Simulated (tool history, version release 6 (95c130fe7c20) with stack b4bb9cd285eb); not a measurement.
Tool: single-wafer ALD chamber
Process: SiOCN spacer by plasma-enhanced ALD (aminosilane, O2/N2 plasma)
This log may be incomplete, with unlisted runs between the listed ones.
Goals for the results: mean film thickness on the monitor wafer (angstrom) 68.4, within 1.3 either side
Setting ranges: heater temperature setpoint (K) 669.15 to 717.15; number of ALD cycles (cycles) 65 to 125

run,hour,heater temperature setpoint (K),number of ALD cycles (cycles),mean film thickness on the monitor wafer (angstrom)
1,0,693.15,95,51.882
2,1,693.15,84,46.411
3,2.3,690.15,90,49.704
4,9,699.15,90,48.714
5,9.5,697.15,95,51.86
6,15.3,696.15,99,53.921
7,16.5,684.15,114,64.417
8,20.5,683.15,115,64.979

Of the 5 settings listed for the next run, only one would bring every result within its allowed miss of target. Which one?
A,24.5,684.15,108,?
B,24.5,681.15,111,?
C,24.5,690.15,113,?
D,24.5,675.15,118,?
E,24.5,694.15,107,?

move,mean film thickness on the monitor wafer (angstrom)
A,61.03
B,63.241
C,62.806
D,68.325
E,58.809
A: lands further from the targets than the last run did
B: lands further from the targets than the last run did
C: lands further from the targets than the last run did
D: each result inside its tolerance
E: lands further from the targets than the last run did
Move D is the one to make.
